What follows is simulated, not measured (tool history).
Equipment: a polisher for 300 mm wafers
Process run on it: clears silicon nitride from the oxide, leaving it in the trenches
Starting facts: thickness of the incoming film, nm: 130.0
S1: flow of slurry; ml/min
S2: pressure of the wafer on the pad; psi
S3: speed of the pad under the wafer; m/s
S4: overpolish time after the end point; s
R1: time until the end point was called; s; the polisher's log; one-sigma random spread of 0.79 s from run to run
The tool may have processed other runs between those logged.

run 1 hour=0.0 | S1=215 S2=2.9 S3=1.08 S4=37 | R1=107.150
run 2 hour=3.6 | S1=215 S2=2.9 S3=1.08 S4=37 | R1=111.850
run 3 hour=7.0 | S1=215 S2=3.3 S3=1.10 S4=37 | R1=96.408
run 4 hour=12.3 | S1=215 S2=4.0 S3=1.10 S4=37 | R1=77.306
run 5 hour=19.7 | S1=215 S2=4.1 S3=1.10 S4=37 | R1=77.928
run 6 hour=22.9 | S1=215 S2=4.2 S3=1.12 S4=37 | R1=72.213

What will run 7 give?
run 7 hour=30.0 | S1=215 S2=4.2 S3=1.12 S4=37 | R1=?

{"run 7": {"R1": 72.347}}
